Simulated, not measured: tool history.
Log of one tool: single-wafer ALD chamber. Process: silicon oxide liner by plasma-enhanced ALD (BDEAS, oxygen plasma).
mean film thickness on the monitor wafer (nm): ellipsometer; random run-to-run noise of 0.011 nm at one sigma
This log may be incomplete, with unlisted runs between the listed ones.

| run | hour | heater temperature setpoint (deg C) | number of ALD cycles (cycles) | mean film thickness on the monitor wafer (nm) |
|---|---|---|---|---|
| 1 | 0 | 315 | 35 | 3.0079 |
| 2 | 4.5 | 321 | 35 | 3.0022 |
| 3 | 13.5 | 321 | 34 | 2.8865 |
| 4 | 17.8 | 315 | 34 | 2.9467 |
| 5 | 21.7 | 319 | 33 | 2.8227 |
| 6 | 27.6 | 321 | 33 | 2.8251 |
| 7 | 33.5 | 322 | 33 | 2.8004 |

Run 8 is up next; what results do you expect?
|  | 36.8 | thermocouple changed; heater temperature recalibrated |
| 8 | 36.8 | 324 | 33 | ? |

mean film thickness on the monitor wafer (nm): 2.8239
